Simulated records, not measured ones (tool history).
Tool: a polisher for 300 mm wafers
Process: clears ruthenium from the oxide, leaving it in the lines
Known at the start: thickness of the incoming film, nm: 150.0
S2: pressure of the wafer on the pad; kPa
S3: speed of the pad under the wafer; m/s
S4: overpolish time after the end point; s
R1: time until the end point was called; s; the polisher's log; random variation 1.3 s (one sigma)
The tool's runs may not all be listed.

{"run": 1, "hour": 0.0, "flow of slurry (ml/min)": 180, "S2": 13.1, "S3": 1.2, "S4": 3, "R1": 121.37}
{"run": 2, "hour": 3.3, "flow of slurry (ml/min)": 155, "S2": 13.1, "S3": 1.2, "S4": 3, "R1": 128.27}
{"run": 3, "hour": 9.2, "flow of slurry (ml/min)": 155, "S2": 13.1, "S3": 1.2, "S4": 3, "R1": 126.27}
{"run": 4, "hour": 13.8, "flow of slurry (ml/min)": 150, "S2": 13.1, "S3": 1.2, "S4": 3, "R1": 126.37}
{"run": 5, "hour": 16.7, "flow of slurry (ml/min)": 110, "S2": 13.1, "S3": 1.2, "S4": 3, "R1": 136.75}
{"run": 6, "hour": 18.8, "flow of slurry (ml/min)": 135, "S2": 13.1, "S3": 1.2, "S4": 3, "R1": 131.56}

Forecast run 7:
{"run": 7, "hour": 23.4, "flow of slurry (ml/min)": 125, "S2": 11.7, "S3": 1.2, "S4": 3, "R1": "?"}

Run 7 gave R1 147.54 s.
